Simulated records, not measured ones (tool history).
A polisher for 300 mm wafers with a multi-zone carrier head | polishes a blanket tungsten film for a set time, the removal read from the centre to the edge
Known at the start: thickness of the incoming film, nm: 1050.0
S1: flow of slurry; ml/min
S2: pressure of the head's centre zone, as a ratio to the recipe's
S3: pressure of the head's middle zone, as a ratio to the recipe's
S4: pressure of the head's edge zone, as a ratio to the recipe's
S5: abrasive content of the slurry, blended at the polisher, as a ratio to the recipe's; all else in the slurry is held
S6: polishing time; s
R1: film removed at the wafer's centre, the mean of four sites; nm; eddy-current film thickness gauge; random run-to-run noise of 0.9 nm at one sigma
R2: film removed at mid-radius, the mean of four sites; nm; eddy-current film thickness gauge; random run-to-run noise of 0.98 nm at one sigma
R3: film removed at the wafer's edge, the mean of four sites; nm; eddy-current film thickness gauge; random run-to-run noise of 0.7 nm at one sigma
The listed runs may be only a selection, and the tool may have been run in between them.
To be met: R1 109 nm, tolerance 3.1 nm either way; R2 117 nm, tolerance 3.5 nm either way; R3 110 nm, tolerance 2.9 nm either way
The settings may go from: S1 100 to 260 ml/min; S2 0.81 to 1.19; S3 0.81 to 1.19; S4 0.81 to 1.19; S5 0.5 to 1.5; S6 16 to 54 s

run,day,S1,S2,S3,S4,S5,S6,R1,R2,R3
1,0,165,1,1,1,1,35,87.13,86.772,85.68
2,0.142,165,1,1,1,1,28,70.391,68.781,68.828
3,0.192,190,1,1,1,1,28,71.135,70.375,69.266
4,0.446,190,1.01,1.03,1.04,1.15,30,81.086,80.554,78.537
5,0.6,190,1.07,1.03,1.04,1.15,30,85.244,81.17,78.621
6,0.671,190,1.06,1.06,1.07,1.25,32,92.497,89.81,87.047
7,0.854,235,1.01,1.16,1.17,1.5,35,106.14,114.9,106.69
8,1.117,240,1.01,1.16,1.18,1.5,35,106.52,114.73,106.68
9,1.317,245,1.01,1.16,1.19,1.5,35,104.96,114.36,107.99

5 next moves are on the table. One of them brings every result within its allowed miss. Which?
A,1.517,230,1.02,1.08,1.18,1.5,36,?,?,?
B,1.517,225,1.03,1.06,1.19,1.5,37,?,?,?
C,1.517,220,0.95,1.05,1.19,1.45,37,?,?,?
D,1.517,260,0.98,1.16,1.19,1.5,34,?,?,?
E,1.517,210,1.01,1.14,1.15,1.5,37,?,?,?

move,R1,R2,R3
A,107.74,110.72,110.06
B,111.47,111.68,113.37
C,101.51,109.54,112.15
D,99.36,112.82,105.38
E,108.26,117.82,110.7
A: corrects the largest miss of the last run, while another result sits out of spec
B: corrects the largest miss of the last run, while another result sits out of spec
C: moves away from the targets compared with the last run
D: moves away from the targets compared with the last run
E: all results in spec
The move that meets every target is E.
